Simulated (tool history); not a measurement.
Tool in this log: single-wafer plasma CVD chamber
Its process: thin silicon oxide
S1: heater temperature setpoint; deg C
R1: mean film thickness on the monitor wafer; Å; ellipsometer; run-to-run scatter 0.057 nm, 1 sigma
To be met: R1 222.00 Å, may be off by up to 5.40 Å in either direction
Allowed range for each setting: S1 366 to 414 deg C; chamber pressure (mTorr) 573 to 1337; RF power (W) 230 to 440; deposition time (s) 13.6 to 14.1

Run 1, hour 0.0: S1 390 deg C, chamber pressure (mTorr) 955, RF power (W) 335, deposition time (s) 13.6. Result: R1 248.90 Å.
Run 2, hour 2.4: S1 390 deg C, chamber pressure (mTorr) 1072, RF power (W) 335, deposition time (s) 13.6. Result: R1 273.01 Å.
Run 3, hour 7.5: S1 390 deg C, chamber pressure (mTorr) 1072, RF power (W) 385, deposition time (s) 13.6. Result: R1 292.79 Å.
Run 4, hour 14.3: S1 390 deg C, chamber pressure (mTorr) 1072, RF power (W) 415, deposition time (s) 13.6. Result: R1 303.71 Å.
Run 5, hour 21.6: S1 399 deg C, chamber pressure (mTorr) 1072, RF power (W) 415, deposition time (s) 13.6. Result: R1 300.96 Å.
Run 6, hour 28.0: S1 399 deg C, chamber pressure (mTorr) 987, RF power (W) 410, deposition time (s) 13.6. Result: R1 281.77 Å.
Run 7, hour 32.4: S1 399 deg C, chamber pressure (mTorr) 987, RF power (W) 410, deposition time (s) 13.6. Result: R1 280.94 Å.
Run 8, hour 37.4: S1 399 deg C, chamber pressure (mTorr) 918, RF power (W) 405, deposition time (s) 13.6. Result: R1 261.63 Å.
Run 9, hour 38.6: S1 399 deg C, chamber pressure (mTorr) 918, RF power (W) 405, deposition time (s) 13.6. Result: R1 261.75 Å.
Run 10, hour 45.0: S1 399 deg C, chamber pressure (mTorr) 874, RF power (W) 405, deposition time (s) 13.6. Result: R1 248.94 Å.
Run 11, hour 45.8: S1 399 deg C, chamber pressure (mTorr) 846, RF power (W) 405, deposition time (s) 13.6. Result: R1 241.52 Å.
Run 12, hour 52.9: S1 399 deg C, chamber pressure (mTorr) 826, RF power (W) 405, deposition time (s) 13.6. Result: R1 234.91 Å.
Run 13, hour 58.1: S1 399 deg C, chamber pressure (mTorr) 753, RF power (W) 400, deposition time (s) 13.6. Result: R1 208.14 Å.
Run 14, hour 62.5: S1 399 deg C, chamber pressure (mTorr) 812, RF power (W) 400, deposition time (s) 13.6. Result: R1 228.46 Å.

5 candidate next runs follow, results not yet known. Just one meets every target within its allowed miss. Identify it.
Run A, hour 66.9: S1 396 deg C, chamber pressure (mTorr) 798, RF power (W) 395, deposition time (s) 13.6. Result: R1 ?.
Run B, hour 66.9: S1 399 deg C, chamber pressure (mTorr) 820, RF power (W) 385, deposition time (s) 13.9. Result: R1 ?.
Run C, hour 66.9: S1 398 deg C, chamber pressure (mTorr) 811, RF power (W) 405, deposition time (s) 14.1. Result: R1 ?.
Run D, hour 66.9: S1 405 deg C, chamber pressure (mTorr) 840, RF power (W) 365, deposition time (s) 14.1. Result: R1 ?.
Run E, hour 66.9: S1 395 deg C, chamber pressure (mTorr) 755, RF power (W) 370, deposition time (s) 13.9. Result: R1 ?.

move      R1
   A  222.65
   B  231.46
   C  237.78
   D  234.12
   E  205.79
A: meets every target
B: the biggest miss grows against the last run
C: the biggest miss grows against the last run
D: the biggest miss grows against the last run
E: pushes the last run's worst result past its target
A meets every target.

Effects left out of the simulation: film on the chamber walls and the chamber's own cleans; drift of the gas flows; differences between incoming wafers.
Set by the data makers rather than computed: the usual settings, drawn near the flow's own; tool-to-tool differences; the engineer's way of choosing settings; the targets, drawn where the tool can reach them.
